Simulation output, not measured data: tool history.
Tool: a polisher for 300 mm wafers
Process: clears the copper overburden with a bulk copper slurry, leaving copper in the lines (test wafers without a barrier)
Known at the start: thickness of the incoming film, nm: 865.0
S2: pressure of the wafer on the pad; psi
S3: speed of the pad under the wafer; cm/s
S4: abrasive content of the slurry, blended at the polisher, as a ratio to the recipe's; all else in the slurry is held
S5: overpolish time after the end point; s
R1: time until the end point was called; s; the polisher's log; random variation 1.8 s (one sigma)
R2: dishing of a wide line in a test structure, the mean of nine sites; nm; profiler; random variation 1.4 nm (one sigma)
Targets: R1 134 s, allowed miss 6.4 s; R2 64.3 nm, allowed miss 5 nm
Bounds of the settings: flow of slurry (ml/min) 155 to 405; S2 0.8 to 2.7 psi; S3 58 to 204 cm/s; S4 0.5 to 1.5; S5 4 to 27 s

run 1 hour=0 | flow_of_slurry_(ml/min)=260 S2=1.7 S3=130 S4=1 S5=14 | R1=105.93 R2=64.67
run 2 hour=2 | flow_of_slurry_(ml/min)=260 S2=1.6 S3=130 S4=1 S5=15 | R1=112.45 R2=62.893
run 3 hour=4.5 | flow_of_slurry_(ml/min)=260 S2=1.5 S3=130 S4=1 S5=16 | R1=118.67 R2=64.386
run 4 hour=12.8 | flow_of_slurry_(ml/min)=260 S2=1.5 S3=130 S4=1 S5=20 | R1=117.46 R2=72.122
run 5 hour=19.7 | flow_of_slurry_(ml/min)=260 S2=1.5 S3=150 S4=1 S5=20 | R1=106.05 R2=72.432
run 6 hour=23.4 | flow_of_slurry_(ml/min)=315 S2=1.5 S3=150 S4=1 S5=20 | R1=102.35 R2=77.199
run 7 hour=29.5 | flow_of_slurry_(ml/min)=315 S2=1.4 S3=150 S4=1 S5=20 | R1=110.02 R2=71.723
run 8 hour=30.7 | flow_of_slurry_(ml/min)=315 S2=1.3 S3=150 S4=1 S5=20 | R1=120.2 R2=68.31

Which of these 4 next moves meets every target?
run A hour=31.9 | flow_of_slurry_(ml/min)=295 S2=1.2 S3=196 S4=0.5 S5=16 | R1=? R2=?
run B hour=31.9 | flow_of_slurry_(ml/min)=260 S2=1.4 S3=136 S4=0.65 S5=18 | R1=? R2=?
run C hour=31.9 | flow_of_slurry_(ml/min)=295 S2=1.2 S3=166 S4=1 S5=16 | R1=? R2=?
run D hour=31.9 | flow_of_slurry_(ml/min)=275 S2=1.3 S3=176 S4=1.05 S5=14 | R1=? R2=?

move=A R1=118.6 R2=59.284
move=B R1=133.59 R2=61.173
move=C R1=120.61 R2=58.715
move=D R1=106.2 R2=59.482
A: further off than the last run
B: meets every target
C: as far off as the last run
D: further off than the last run
Move B is the one to make.
